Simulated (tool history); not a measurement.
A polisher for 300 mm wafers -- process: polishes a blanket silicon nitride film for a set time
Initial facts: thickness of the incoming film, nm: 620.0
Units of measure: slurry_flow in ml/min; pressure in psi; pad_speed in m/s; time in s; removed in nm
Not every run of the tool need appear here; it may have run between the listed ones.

run 1 hour=0 | slurry_flow=310 pressure=4.3 pad_speed=0.94 time=85 | removed=164.78
run 2 hour=4 | slurry_flow=310 pressure=3.9 pad_speed=0.94 time=85 | removed=150.33
run 3 hour=7.7 | slurry_flow=310 pressure=3.9 pad_speed=0.94 time=85 | removed=148.68
run 4 hour=15 | slurry_flow=310 pressure=3.9 pad_speed=0.94 time=89 | removed=157.1
run 5 hour=23.3 | slurry_flow=310 pressure=3.5 pad_speed=0.94 time=89 | removed=142.56
run 6 hour=29.1 | slurry_flow=305 pressure=3.4 pad_speed=0.94 time=89 | removed=138.05
run 7 hour=34.6 | slurry_flow=295 pressure=3.3 pad_speed=0.94 time=89 | removed=132.32

Run 8 is up next; what results do you expect?
run 8 hour=38.8 | slurry_flow=285 pressure=3.3 pad_speed=0.94 time=89 | removed=?

removed: 133.81 nm

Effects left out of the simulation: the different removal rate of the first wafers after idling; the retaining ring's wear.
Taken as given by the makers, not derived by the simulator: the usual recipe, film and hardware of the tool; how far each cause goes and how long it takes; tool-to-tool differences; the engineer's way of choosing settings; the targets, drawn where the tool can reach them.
